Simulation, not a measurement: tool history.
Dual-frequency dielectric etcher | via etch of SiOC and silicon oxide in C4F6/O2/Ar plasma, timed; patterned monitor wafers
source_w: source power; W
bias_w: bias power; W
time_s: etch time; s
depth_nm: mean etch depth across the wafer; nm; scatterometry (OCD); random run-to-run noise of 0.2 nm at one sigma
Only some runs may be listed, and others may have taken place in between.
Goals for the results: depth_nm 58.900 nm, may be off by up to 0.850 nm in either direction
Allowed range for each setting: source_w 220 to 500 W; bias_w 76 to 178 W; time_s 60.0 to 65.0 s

{"run": 1, "day": 0.0, "source_w": 360, "bias_w": 127, "time_s": 65.0, "depth_nm": 67.067}
{"run": 2, "day": 0.129, "source_w": 350, "bias_w": 127, "time_s": 65.0, "depth_nm": 66.397}
{"run": 3, "day": 0.271, "source_w": 340, "bias_w": 127, "time_s": 65.0, "depth_nm": 65.5}
{"run": 4, "day": 0.504, "source_w": 330, "bias_w": 127, "time_s": 65.0, "depth_nm": 64.829}
{"run": 5, "day": 0.554, "source_w": 330, "bias_w": 144, "time_s": 65.0, "depth_nm": 66.836}
{"run": 6, "day": 0.642, "source_w": 350, "bias_w": 144, "time_s": 65.0, "depth_nm": 68.064}
{"run": 7, "day": 1.004, "source_w": 340, "bias_w": 143, "time_s": 65.0, "depth_nm": 67.131}
{"run": 8, "day": 1.238, "source_w": 330, "bias_w": 142, "time_s": 65.0, "depth_nm": 66.406}
{"run": 9, "day": 1.55, "source_w": 320, "bias_w": 141, "time_s": 65.0, "depth_nm": 65.076}
{"run": 10, "day": 1.671, "source_w": 310, "bias_w": 141, "time_s": 65.0, "depth_nm": 64.479}
{"run": 11, "day": 1.908, "source_w": 300, "bias_w": 141, "time_s": 65.0, "depth_nm": 63.176}
{"run": 12, "day": 2.138, "source_w": 270, "bias_w": 140, "time_s": 65.0, "depth_nm": 60.865}

Which single option among these 5 for the next run brings every result within its allowed miss of target? Just one does.
{"run": "A", "day": 2.367, "source_w": 250, "bias_w": 141, "time_s": 65.0, "depth_nm": "?"}
{"run": "B", "day": 2.367, "source_w": 350, "bias_w": 136, "time_s": 61.0, "depth_nm": "?"}
{"run": "C", "day": 2.367, "source_w": 320, "bias_w": 139, "time_s": 62.5, "depth_nm": "?"}
{"run": "D", "day": 2.367, "source_w": 260, "bias_w": 160, "time_s": 65.0, "depth_nm": "?"}
{"run": "E", "day": 2.367, "source_w": 310, "bias_w": 139, "time_s": 64.0, "depth_nm": "?"}

move=A depth_nm=58.712
move=B depth_nm=63.169
move=C depth_nm=62.602
move=D depth_nm=61.578
move=E depth_nm=63.238
A: meets every target
B: lands further from the targets than the last run did
C: lands further from the targets than the last run did
D: lands further from the targets than the last run did
E: lands further from the targets than the last run did
A meets every target.
